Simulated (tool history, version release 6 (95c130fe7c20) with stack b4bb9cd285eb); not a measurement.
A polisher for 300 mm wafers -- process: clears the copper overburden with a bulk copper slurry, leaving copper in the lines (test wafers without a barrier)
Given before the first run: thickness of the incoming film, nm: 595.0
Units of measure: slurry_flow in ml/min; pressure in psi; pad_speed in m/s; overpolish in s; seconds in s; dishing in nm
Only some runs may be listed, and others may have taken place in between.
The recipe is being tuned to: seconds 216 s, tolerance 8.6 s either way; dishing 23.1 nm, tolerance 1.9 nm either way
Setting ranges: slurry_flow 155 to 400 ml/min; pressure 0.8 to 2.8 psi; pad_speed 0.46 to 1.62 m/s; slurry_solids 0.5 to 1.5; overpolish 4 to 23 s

{"run": 1, "hour": 0.0, "slurry_flow": 255, "pressure": 1.8, "pad_speed": 1.04, "slurry_solids": 1, "overpolish": 12, "seconds": 97.497, "dishing": 40.063}
{"run": 2, "hour": 9.0, "slurry_flow": 255, "pressure": 1.6, "pad_speed": 0.98, "slurry_solids": 1, "overpolish": 12, "seconds": 109.92, "dishing": 35.68}
{"run": 3, "hour": 15.9, "slurry_flow": 255, "pressure": 1.6, "pad_speed": 0.98, "slurry_solids": 1, "overpolish": 10, "seconds": 109.38, "dishing": 32.608}
{"run": 4, "hour": 22.2, "slurry_flow": 255, "pressure": 1.6, "pad_speed": 0.98, "slurry_solids": 1.2, "overpolish": 10, "seconds": 107.49, "dishing": 31.904}
{"run": 5, "hour": 25.7, "slurry_flow": 255, "pressure": 1.6, "pad_speed": 1.16, "slurry_solids": 1.2, "overpolish": 10, "seconds": 91.729, "dishing": 37.298}
{"run": 6, "hour": 30.0, "slurry_flow": 255, "pressure": 1.6, "pad_speed": 1.16, "slurry_solids": 1.2, "overpolish": 15, "seconds": 90.087, "dishing": 45.046}
{"run": 7, "hour": 31.6, "slurry_flow": 250, "pressure": 1.4, "pad_speed": 1.02, "slurry_solids": 1.2, "overpolish": 15, "seconds": 109.3, "dishing": 41.456}
{"run": 8, "hour": 39.5, "slurry_flow": 250, "pressure": 1.3, "pad_speed": 0.9, "slurry_solids": 1.2, "overpolish": 14, "seconds": 133.37, "dishing": 35.565}
{"run": 9, "hour": 45.2, "slurry_flow": 250, "pressure": 1.3, "pad_speed": 0.9, "slurry_solids": 1.2, "overpolish": 14, "seconds": 130.68, "dishing": 35.334}
{"run": 10, "hour": 53.5, "slurry_flow": 250, "pressure": 1.2, "pad_speed": 0.82, "slurry_solids": 1.2, "overpolish": 13, "seconds": 151.65, "dishing": 31.746}
{"run": 11, "hour": 56.5, "slurry_flow": 250, "pressure": 1.2, "pad_speed": 0.82, "slurry_solids": 1.2, "overpolish": 13, "seconds": 148.39, "dishing": 30.023}

Which of these 5 next moves meets every target?
{"run": "A", "hour": 59.5, "slurry_flow": 195, "pressure": 1, "pad_speed": 0.7, "slurry_solids": 1.15, "overpolish": 10, "seconds": "?", "dishing": "?"}
{"run": "B", "hour": 59.5, "slurry_flow": 155, "pressure": 1, "pad_speed": 0.66, "slurry_solids": 1.3, "overpolish": 13, "seconds": "?", "dishing": "?"}
{"run": "C", "hour": 59.5, "slurry_flow": 185, "pressure": 0.9, "pad_speed": 0.6, "slurry_solids": 1, "overpolish": 19, "seconds": "?", "dishing": "?"}
{"run": "D", "hour": 59.5, "slurry_flow": 240, "pressure": 1.1, "pad_speed": 0.54, "slurry_solids": 1.2, "overpolish": 17, "seconds": "?", "dishing": "?"}
{"run": "E", "hour": 59.5, "slurry_flow": 245, "pressure": 1.3, "pad_speed": 0.48, "slurry_solids": 1.15, "overpolish": 17, "seconds": "?", "dishing": "?"}

move=A seconds=197.06 dishing=19.562
move=B seconds=212.18 dishing=22.738
move=C seconds=247.05 dishing=26.842
move=D seconds=229.91 dishing=26.372
move=E seconds=235.04 dishing=26.183
A: nearer than the last run, and not there yet
B: hits every target within its allowed miss
C: pushes the last run's worst result past its target
D: pushes the last run's worst result past its target
E: pushes the last run's worst result past its target
Go with B: it meets all targets.
